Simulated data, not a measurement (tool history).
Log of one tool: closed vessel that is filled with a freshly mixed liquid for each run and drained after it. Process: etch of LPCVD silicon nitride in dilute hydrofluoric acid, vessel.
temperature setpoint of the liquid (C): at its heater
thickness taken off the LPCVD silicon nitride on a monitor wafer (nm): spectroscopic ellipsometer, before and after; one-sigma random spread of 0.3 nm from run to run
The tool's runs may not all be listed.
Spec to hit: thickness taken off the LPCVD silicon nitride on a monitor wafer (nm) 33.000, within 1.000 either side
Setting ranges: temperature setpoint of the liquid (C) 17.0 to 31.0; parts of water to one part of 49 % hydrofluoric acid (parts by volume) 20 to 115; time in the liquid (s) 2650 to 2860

run	hour	temperature setpoint of the liquid (C)	parts of water to one part of 49 % hydrofluoric acid (parts by volume)	time in the liquid (s)	thickness taken off the LPCVD silicon nitride on a monitor wafer (nm)
1	0.0	23.0	65	2650	18.428
2	3.6	23.0	65	2860	19.681
3	12.7	25.5	65	2860	23.634
4	20.6	27.0	65	2860	25.830
5	24.8	28.5	65	2860	28.511
6	27.1	28.5	65	2860	28.414
7	29.5	29.5	65	2860	29.903
8	32.9	30.0	65	2860	31.374

Next run, 5 choices. One meets every target within its allowed miss, the rest don't. Which?
A	36.3	26.0	55	2860	?
B	36.3	31.0	70	2745	?
C	36.3	22.5	40	2840	?
D	36.3	29.5	55	2665	?
E	36.3	29.0	60	2650	?

move	thickness taken off the LPCVD silicon nitride on a monitor wafer (nm)
A	28.638
B	29.917
C	30.668
D	33.550
E	29.631
A: its largest miss is bigger than the last run's
B: its largest miss is bigger than the last run's
C: its largest miss is bigger than the last run's
D: every result within its allowed miss
E: its largest miss is bigger than the last run's
Answer: D
